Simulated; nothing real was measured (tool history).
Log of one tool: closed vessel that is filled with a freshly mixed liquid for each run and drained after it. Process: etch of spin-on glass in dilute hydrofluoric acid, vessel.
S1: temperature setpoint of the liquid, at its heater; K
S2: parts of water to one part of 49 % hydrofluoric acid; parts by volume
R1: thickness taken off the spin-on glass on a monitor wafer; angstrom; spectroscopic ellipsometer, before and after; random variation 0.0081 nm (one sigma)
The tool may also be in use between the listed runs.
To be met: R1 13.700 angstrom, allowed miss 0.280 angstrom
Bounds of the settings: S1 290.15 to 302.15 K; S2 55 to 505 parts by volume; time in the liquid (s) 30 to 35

{"run": 1, "day": 0.0, "S1": 294.15, "S2": 280, "time in the liquid (s)": 35, "R1": 27.274}
{"run": 2, "day": 0.142, "S1": 293.15, "S2": 315, "time in the liquid (s)": 35, "R1": 22.761}
{"run": 3, "day": 0.362, "S1": 293.15, "S2": 255, "time in the liquid (s)": 35, "R1": 29.707}
{"run": 4, "day": 0.688, "S1": 291.65, "S2": 255, "time in the liquid (s)": 35, "R1": 28.281}
{"run": 5, "day": 0.988, "S1": 291.15, "S2": 300, "time in the liquid (s)": 35, "R1": 22.654}
{"run": 6, "day": 1.333, "S1": 291.15, "S2": 215, "time in the liquid (s)": 35, "R1": 34.136}
{"run": 7, "day": 1.492, "S1": 290.65, "S2": 270, "time in the liquid (s)": 35, "R1": 25.415}
{"run": 8, "day": 1.667, "S1": 290.15, "S2": 380, "time in the liquid (s)": 35, "R1": 15.982}
{"run": 9, "day": 1.988, "S1": 290.15, "S2": 380, "time in the liquid (s)": 35, "R1": 16.067}
{"run": 10, "day": 2.054, "S1": 290.15, "S2": 420, "time in the liquid (s)": 35, "R1": 14.141}

Which of these 5 next moves meets every target?
{"run": "A", "day": 2.121, "S1": 290.15, "S2": 380, "time in the liquid (s)": 30, "R1": "?"}
{"run": "B", "day": 2.121, "S1": 292.65, "S2": 435, "time in the liquid (s)": 35, "R1": "?"}
{"run": "C", "day": 2.121, "S1": 290.15, "S2": 370, "time in the liquid (s)": 30, "R1": "?"}
{"run": "D", "day": 2.121, "S1": 290.15, "S2": 410, "time in the liquid (s)": 35, "R1": "?"}
{"run": "E", "day": 2.121, "S1": 290.15, "S2": 415, "time in the liquid (s)": 35, "R1": "?"}

move=A R1=13.862
move=B R1=14.776
move=C R1=14.349
move=D R1=14.643
move=E R1=14.411
A: meets every target
B: further off than the last run
C: further off than the last run
D: further off than the last run
E: further off than the last run
Answer: A
